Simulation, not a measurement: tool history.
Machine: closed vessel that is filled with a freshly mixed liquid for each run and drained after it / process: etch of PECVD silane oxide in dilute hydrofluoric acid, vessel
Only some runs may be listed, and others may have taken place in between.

run,hour,temperature setpoint of the liquid (K),parts of water to one part of 49 % hydrofluoric acid (parts by volume),time in the liquid (s),thickness taken off the PECVD silane oxide on a monitor wafer (nm)
1,0.0,293.15,90,165,35.374
2,2.2,290.15,90,165,31.108
3,6.6,291.15,90,165,32.551
4,10.1,292.15,90,165,33.674
5,15.3,293.15,90,165,35.071
6,19.4,294.15,90,165,36.714
7,25.3,294.65,90,165,37.749

What will run 8 give?
8,28.1,295.15,90,165,?

Run 8 yielded thickness taken off the PECVD silane oxide on a monitor wafer (nm) 38.389.

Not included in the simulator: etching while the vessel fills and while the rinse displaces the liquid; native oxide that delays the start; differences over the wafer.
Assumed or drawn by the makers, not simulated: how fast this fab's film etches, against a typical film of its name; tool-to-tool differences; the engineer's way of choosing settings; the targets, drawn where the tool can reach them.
